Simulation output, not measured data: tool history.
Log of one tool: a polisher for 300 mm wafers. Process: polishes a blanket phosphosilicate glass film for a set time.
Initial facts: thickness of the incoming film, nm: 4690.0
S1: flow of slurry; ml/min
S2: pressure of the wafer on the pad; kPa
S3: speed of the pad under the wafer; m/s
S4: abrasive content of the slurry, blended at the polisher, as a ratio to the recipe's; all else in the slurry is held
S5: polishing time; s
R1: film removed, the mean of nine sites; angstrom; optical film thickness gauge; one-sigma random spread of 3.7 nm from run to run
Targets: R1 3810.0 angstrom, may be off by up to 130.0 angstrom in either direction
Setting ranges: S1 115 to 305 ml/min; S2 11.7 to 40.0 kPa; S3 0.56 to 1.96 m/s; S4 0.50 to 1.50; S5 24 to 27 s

run    day   S1    S2    S3    S4  S5      R1
  1  0.000  195  25.5  1.26  1.00  27  3105.4
  2  0.371  200  26.9  1.26  1.00  27  3253.1
  3  0.492  150  26.9  1.26  1.00  27  3169.9
  4  0.562  150  30.3  1.26  1.00  27  3585.3
  5  0.646  150  30.3  1.26  1.00  24  3132.7
  6  0.850  155  31.7  1.26  1.00  24  3288.5
  7  0.979  155  33.1  1.26  1.00  24  3471.9
  8  1.208  160  33.8  1.26  1.00  24  3595.8
  9  1.479  165  34.5  1.26  1.00  24  3634.0

4 candidate next runs follow, results not yet known. Just one meets every target within its allowed miss. Identify it.
  A  1.750  155  36.5  1.20  0.70  27   ?
  B  1.750  175  30.3  1.48  1.05  25   ?
  C  1.750  160  31.7  1.18  1.10  25   ?
  D  1.750  150  33.8  1.30  0.95  24   ?

move      R1
   A  3628.5
   B  3812.6
   C  3465.0
   D  3533.4
A: no better and no worse than the last run
B: hits every target within its allowed miss
C: the biggest miss grows against the last run
D: the biggest miss grows against the last run
B meets every target.

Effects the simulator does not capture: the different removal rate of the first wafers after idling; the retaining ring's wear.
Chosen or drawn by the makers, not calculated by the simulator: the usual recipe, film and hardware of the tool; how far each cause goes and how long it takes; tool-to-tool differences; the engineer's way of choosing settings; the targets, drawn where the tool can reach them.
